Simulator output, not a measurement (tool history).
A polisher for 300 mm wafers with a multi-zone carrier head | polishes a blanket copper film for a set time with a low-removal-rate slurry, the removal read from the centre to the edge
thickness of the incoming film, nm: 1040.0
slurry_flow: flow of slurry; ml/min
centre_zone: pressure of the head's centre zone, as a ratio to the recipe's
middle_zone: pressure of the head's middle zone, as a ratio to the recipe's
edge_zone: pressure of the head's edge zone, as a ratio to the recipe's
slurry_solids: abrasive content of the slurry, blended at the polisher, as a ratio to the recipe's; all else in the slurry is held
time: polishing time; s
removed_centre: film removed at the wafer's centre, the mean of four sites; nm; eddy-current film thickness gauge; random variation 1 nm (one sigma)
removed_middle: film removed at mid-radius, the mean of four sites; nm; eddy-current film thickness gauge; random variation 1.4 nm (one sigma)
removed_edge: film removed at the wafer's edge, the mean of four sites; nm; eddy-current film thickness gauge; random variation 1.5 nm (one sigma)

| run | hour | slurry_flow | centre_zone | middle_zone | edge_zone | slurry_solids | time | removed_centre | removed_middle | removed_edge |
|---|---|---|---|---|---|---|---|---|---|---|
| 1 | 0 | 165 | 1 | 1 | 1 | 1 | 38 | 174.58 | 181.57 | 176.38 |
| 2 | 5.6 | 155 | 0.94 | 1.01 | 0.96 | 0.85 | 35 | 144.37 | 160.23 | 154.31 |
| 3 | 12.3 | 180 | 0.94 | 1.01 | 0.96 | 0.85 | 35 | 148.44 | 167.3 | 158.02 |
| 4 | 20.3 | 170 | 0.91 | 1.03 | 0.92 | 0.75 | 33 | 133.48 | 154.73 | 138.36 |
| 5 | 28.4 | 155 | 0.88 | 1.04 | 0.92 | 0.65 | 32 | 119.55 | 141.46 | 134.16 |
| 6 | 32.9 | 145 | 0.86 | 1.06 | 0.89 | 0.6 | 32 | 113.9 | 142.17 | 126.97 |
| 7 | 38.4 | 135 | 0.85 | 1.06 | 0.87 | 0.55 | 32 | 104.6 | 135.45 | 123.99 |
| 8 | 39.1 | 135 | 0.86 | 1.06 | 0.85 | 0.55 | 32 | 108.88 | 139.45 | 120.59 |

Run 9 comes next. What will it give?
| 9 | 42.1 | 125 | 0.86 | 1.05 | 0.85 | 0.55 | 32 | ? | ? | ? |

Run 9 gave removed_centre 107.18 nm, removed_middle 132.67 nm, removed_edge 119.33 nm.
